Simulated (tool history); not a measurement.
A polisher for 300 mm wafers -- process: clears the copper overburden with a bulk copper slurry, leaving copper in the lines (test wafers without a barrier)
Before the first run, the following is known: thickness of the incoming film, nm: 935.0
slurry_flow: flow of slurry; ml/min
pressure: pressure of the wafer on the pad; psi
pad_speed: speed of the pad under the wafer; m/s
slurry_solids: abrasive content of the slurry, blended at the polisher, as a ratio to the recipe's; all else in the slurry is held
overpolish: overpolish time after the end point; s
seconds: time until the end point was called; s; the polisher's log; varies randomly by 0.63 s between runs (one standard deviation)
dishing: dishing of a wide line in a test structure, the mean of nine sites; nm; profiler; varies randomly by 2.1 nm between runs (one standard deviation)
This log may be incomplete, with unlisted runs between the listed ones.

run  hour  slurry_flow  pressure  pad_speed  slurry_solids  overpolish  seconds  dishing
  1   0.0          305       3.4       0.96            1.0          12   82.310   62.488
  2   8.3          305       3.9       0.98            1.0          11   72.634   67.562
  3  16.7          305       3.6       0.98            1.0          11   76.403   64.404
  4  17.7          305       3.2       0.98            1.0          11   86.790   59.153
  5  18.7          305       3.8       1.02            1.0          10   72.197   65.309
  6  25.0          355       3.8       1.02            1.0          10   69.970   61.320
  7  30.4          360       4.2       1.06            1.0          10   60.351   66.573
  8  36.1          360       5.2       1.12            1.0          12   47.626   91.018
  9  42.5          360       5.2       1.12            1.0          12   49.199   88.257

Forecast run 10:
 10  46.6          365       5.2       1.14            1.0          12        ?        ?

{"run 10": {"seconds": 47.401, "dishing": 90.721}}

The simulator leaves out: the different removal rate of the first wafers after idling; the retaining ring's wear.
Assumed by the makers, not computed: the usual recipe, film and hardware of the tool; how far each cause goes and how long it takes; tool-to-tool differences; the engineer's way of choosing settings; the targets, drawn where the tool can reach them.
